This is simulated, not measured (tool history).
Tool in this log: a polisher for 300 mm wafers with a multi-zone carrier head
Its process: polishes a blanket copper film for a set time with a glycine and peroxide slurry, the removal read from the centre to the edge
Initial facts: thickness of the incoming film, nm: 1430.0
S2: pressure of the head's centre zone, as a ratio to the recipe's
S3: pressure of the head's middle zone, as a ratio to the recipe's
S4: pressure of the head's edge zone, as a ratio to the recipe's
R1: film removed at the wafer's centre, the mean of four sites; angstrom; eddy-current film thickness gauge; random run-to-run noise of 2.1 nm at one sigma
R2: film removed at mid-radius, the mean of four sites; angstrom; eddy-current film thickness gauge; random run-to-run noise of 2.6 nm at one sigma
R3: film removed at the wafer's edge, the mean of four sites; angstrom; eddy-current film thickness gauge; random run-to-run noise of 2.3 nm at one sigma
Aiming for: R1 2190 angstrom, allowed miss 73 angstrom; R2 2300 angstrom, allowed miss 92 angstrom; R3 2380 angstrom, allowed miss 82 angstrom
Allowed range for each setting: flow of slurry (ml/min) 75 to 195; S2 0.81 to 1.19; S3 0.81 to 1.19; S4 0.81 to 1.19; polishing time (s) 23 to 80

run 1 hour=0 | flow_of_slurry_(ml/min)=125 S2=1 S3=1 S4=1 polishing_time_(s)=51 | R1=1925.2 R2=1884.7 R3=1933.5
run 2 hour=5.8 | flow_of_slurry_(ml/min)=135 S2=0.99 S3=1.01 S4=1.04 polishing_time_(s)=52 | R1=1978.4 R2=1924.8 R3=2030.4
run 3 hour=10.7 | flow_of_slurry_(ml/min)=135 S2=0.99 S3=1.01 S4=1.04 polishing_time_(s)=39 | R1=1490.6 R2=1476.1 R3=1541.5
run 4 hour=18.4 | flow_of_slurry_(ml/min)=140 S2=0.99 S3=1.03 S4=1.06 polishing_time_(s)=44 | R1=1711.9 R2=1720.6 R3=1735.2
run 5 hour=22.2 | flow_of_slurry_(ml/min)=140 S2=0.99 S3=1 S4=1.06 polishing_time_(s)=44 | R1=1685.3 R2=1662.6 R3=1743.9
run 6 hour=26.7 | flow_of_slurry_(ml/min)=145 S2=0.98 S3=1.01 S4=1.08 polishing_time_(s)=47 | R1=1801.9 R2=1802.2 R3=1905
run 7 hour=27.6 | flow_of_slurry_(ml/min)=155 S2=0.98 S3=1.02 S4=1.1 polishing_time_(s)=49 | R1=1895.1 R2=1858 R3=1995
run 8 hour=33.5 | flow_of_slurry_(ml/min)=155 S2=0.97 S3=1.04 S4=1.11 polishing_time_(s)=51 | R1=1939.4 R2=2008.5 R3=2070.7

Exercise: of the 5 proposed moves below, exactly one satisfies all targets within the stated allowed misses. Which move is it?
run A hour=39.4 | flow_of_slurry_(ml/min)=150 S2=0.82 S3=0.86 S4=1.19 polishing_time_(s)=56 | R1=? R2=? R3=?
run B hour=39.4 | flow_of_slurry_(ml/min)=125 S2=0.99 S3=1.1 S4=1.18 polishing_time_(s)=58 | R1=? R2=? R3=?
run C hour=39.4 | flow_of_slurry_(ml/min)=155 S2=0.94 S3=1.12 S4=1.09 polishing_time_(s)=60 | R1=? R2=? R3=?
run D hour=39.4 | flow_of_slurry_(ml/min)=150 S2=0.88 S3=1.03 S4=1.1 polishing_time_(s)=59 | R1=? R2=? R3=?
run E hour=39.4 | flow_of_slurry_(ml/min)=195 S2=1.11 S3=1 S4=1.15 polishing_time_(s)=53 | R1=? R2=? R3=?

move=A R1=1844.5 R2=1856.7 R3=2330.8
move=B R1=2187.7 R2=2306.2 R3=2354.8
move=C R1=2235.5 R2=2494.1 R3=2386
move=D R1=2066 R2=2274.2 R3=2352.8
move=E R1=2355.7 R2=2057 R3=2215
A: gets the furthest-off result to its target, but another result is out of tolerance
B: all results in spec
C: gets the furthest-off result to its target, but another result is out of tolerance
D: gets the furthest-off result to its target, but another result is out of tolerance
E: closer than the last run, but not yet in spec
Answer: B

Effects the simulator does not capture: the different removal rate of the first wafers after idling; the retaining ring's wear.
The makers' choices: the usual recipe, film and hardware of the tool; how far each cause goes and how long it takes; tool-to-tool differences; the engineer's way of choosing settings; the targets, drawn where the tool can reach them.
